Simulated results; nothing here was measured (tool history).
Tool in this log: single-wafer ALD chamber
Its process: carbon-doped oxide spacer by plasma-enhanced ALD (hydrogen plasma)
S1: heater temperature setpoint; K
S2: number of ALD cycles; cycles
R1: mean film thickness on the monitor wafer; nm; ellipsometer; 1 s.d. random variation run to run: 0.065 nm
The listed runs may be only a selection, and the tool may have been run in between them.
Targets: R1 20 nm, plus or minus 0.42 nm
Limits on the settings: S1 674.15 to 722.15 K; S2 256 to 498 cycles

Run 1, hour 0: S1 698.15 K, S2 377 cycles. Result: R1 15.974 nm.
Run 2, hour 2.5: S1 696.15 K, S2 391 cycles. Result: R1 16.621 nm.
Run 3, hour 4.1: S1 696.15 K, S2 426 cycles. Result: R1 18.078 nm.
Run 4, hour 11.2: S1 696.15 K, S2 444 cycles. Result: R1 18.878 nm.
Run 5, hour 14.3: S1 704.15 K, S2 444 cycles. Result: R1 18.33 nm.
Run 6, hour 23.6: S1 704.15 K, S2 422 cycles. Result: R1 17.466 nm.
Run 7, hour 32: S1 701.15 K, S2 430 cycles. Result: R1 18.071 nm.
Run 8, hour 41.7: S1 701.15 K, S2 430 cycles. Result: R1 18.003 nm.
Run 9, hour 44.7: S1 699.15 K, S2 436 cycles. Result: R1 18.291 nm.
Run 10, hour 46.8: S1 697.15 K, S2 441 cycles. Result: R1 18.594 nm.

4 candidate next runs follow, results not yet known. Just one meets every target within its allowed miss. Identify it.
Run A, hour 48.9: S1 698.15 K, S2 474 cycles. Result: R1 ?.
Run B, hour 48.9: S1 695.15 K, S2 487 cycles. Result: R1 ?.
Run C, hour 48.9: S1 693.15 K, S2 482 cycles. Result: R1 ?.
Run D, hour 48.9: S1 702.15 K, S2 432 cycles. Result: R1 ?.

move      R1
   A  19.999
   B  20.764
   C  20.693
   D  17.972
A: all results land within tolerance of their targets
B: pushes the last run's worst result past its target
C: pushes the last run's worst result past its target
D: moves away from the targets compared with the last run
Move A is the one to make.
